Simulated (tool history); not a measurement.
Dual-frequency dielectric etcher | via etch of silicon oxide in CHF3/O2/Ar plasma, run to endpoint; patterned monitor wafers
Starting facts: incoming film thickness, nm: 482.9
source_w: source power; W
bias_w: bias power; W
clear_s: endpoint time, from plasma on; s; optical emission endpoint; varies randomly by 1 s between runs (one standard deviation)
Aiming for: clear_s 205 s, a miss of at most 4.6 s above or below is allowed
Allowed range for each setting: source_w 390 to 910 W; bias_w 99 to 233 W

run	hour	source_w	bias_w	clear_s
1	0	650	166	240.33
2	5.4	650	181	233.12
3	7.6	650	170	237.19
4	11	710	174	230.66
5	19.7	750	182	222.83
6	22.9	750	201	215.84
7	30.4	770	203	214.91
8	38.5	790	206	212.24

Which single option among these 4 for the next run brings every result within its allowed miss of target? Just one does.
A	46.6	870	207	?
B	46.6	900	227	?
C	46.6	700	210	?
D	46.6	680	198	?

move	clear_s
A	204.62
B	196.33
C	217.58
D	223.81
A: hits every target within its allowed miss
B: pushes the last run's worst result past its target
C: the biggest miss grows against the last run
D: the biggest miss grows against the last run
Correct choice: A, which meets every target

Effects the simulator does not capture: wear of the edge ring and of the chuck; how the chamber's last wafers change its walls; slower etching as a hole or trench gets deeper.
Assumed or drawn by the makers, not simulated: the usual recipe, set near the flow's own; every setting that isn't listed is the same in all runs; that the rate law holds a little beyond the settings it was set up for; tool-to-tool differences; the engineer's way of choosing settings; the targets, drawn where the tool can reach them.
